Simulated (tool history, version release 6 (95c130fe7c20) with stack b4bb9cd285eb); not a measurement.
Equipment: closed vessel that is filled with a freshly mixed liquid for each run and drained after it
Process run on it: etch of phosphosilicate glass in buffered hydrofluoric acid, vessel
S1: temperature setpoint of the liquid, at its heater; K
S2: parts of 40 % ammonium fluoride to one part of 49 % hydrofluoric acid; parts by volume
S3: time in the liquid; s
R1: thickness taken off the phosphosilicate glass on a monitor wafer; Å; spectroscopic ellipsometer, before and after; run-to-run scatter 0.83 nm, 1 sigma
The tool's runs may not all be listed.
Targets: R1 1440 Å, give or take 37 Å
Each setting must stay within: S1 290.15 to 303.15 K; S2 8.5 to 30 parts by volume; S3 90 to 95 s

run  hour      S1    S2  S3      R1
  1     0  295.15    23  90  2316.5
  2   9.1  295.15  25.5  90  2146.5
  3  13.7  293.15  25.5  90  1905.9
  4  14.8  291.15  25.5  90  1701.2
  5  18.3  291.15  25.5  95  1808.6
  6  19.7  291.15    30  95  1587.6
  7  20.6  290.65    30  95  1563.1
  8  25.8  290.15    30  95    1523

Exercise: of the 4 proposed moves below, exactly one satisfies all targets within the stated allowed misses. Which move is it?
  A    31  291.15    30  90   ?
  B    31  292.15    30  90   ?
  C    31  290.15    30  90   ?
  D    31  290.15  29.5  95   ?

move      R1
   A  1510.4
   B  1598.9
   C  1426.3
   D  1523.2
A: nearer the targets than the last run, but a result is still out of spec
B: the biggest miss grows against the last run
C: meets every target
D: no nearer and no further than the last run
C is the move that brings every result within its allowed miss.

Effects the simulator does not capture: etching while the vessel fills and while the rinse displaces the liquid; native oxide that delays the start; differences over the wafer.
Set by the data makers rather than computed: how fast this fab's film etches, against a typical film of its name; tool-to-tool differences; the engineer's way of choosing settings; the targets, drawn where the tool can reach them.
